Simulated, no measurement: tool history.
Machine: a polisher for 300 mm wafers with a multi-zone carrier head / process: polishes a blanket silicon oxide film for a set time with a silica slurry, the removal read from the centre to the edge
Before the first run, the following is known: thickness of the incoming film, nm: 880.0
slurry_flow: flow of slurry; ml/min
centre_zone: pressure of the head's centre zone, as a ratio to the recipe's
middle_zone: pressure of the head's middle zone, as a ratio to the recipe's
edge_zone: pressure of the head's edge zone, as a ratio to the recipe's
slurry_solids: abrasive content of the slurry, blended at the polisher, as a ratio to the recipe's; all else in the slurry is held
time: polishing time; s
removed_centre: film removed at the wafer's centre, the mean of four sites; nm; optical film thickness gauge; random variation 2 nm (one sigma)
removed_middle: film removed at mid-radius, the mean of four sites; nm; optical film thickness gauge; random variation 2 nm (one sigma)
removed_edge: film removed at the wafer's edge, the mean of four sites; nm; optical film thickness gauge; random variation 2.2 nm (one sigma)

run 1 day=0.000 | slurry_flow=265 centre_zone=1.00 middle_zone=1.00 edge_zone=1.00 slurry_solids=1.00 time=76 | removed_centre=328.49 removed_middle=333.88 removed_edge=327.10
run 2 day=0.362 | slurry_flow=250 centre_zone=0.94 middle_zone=0.98 edge_zone=0.98 slurry_solids=0.85 time=75 | removed_centre=273.30 removed_middle=286.34 removed_edge=292.58
run 3 day=0.475 | slurry_flow=235 centre_zone=0.90 middle_zone=0.99 edge_zone=0.95 slurry_solids=0.80 time=75 | removed_centre=247.97 removed_middle=278.73 removed_edge=272.53
run 4 day=0.721 | slurry_flow=220 centre_zone=0.87 middle_zone=0.97 edge_zone=0.94 slurry_solids=0.75 time=75 | removed_centre=219.21 removed_middle=257.75 removed_edge=257.42
run 5 day=0.988 | slurry_flow=205 centre_zone=0.86 middle_zone=0.96 edge_zone=0.93 slurry_solids=0.75 time=75 | removed_centre=216.21 removed_middle=252.85 removed_edge=254.77
run 6 day=1.308 | slurry_flow=195 centre_zone=0.85 middle_zone=0.95 edge_zone=0.92 slurry_solids=0.75 time=75 | removed_centre=213.58 removed_middle=244.55 removed_edge=245.13
run 7 day=1.342 | slurry_flow=190 centre_zone=0.84 middle_zone=0.95 edge_zone=0.93 slurry_solids=0.75 time=75 | removed_centre=212.93 removed_middle=243.63 removed_edge=247.82

For run 8, what comes out?
run 8 day=1.688 | slurry_flow=190 centre_zone=0.83 middle_zone=0.95 edge_zone=0.93 slurry_solids=0.75 time=75 | removed_centre=? removed_middle=? removed_edge=?

Run 8 gave removed_centre 207.58 nm, removed_middle 249.49 nm, removed_edge 248.87 nm.
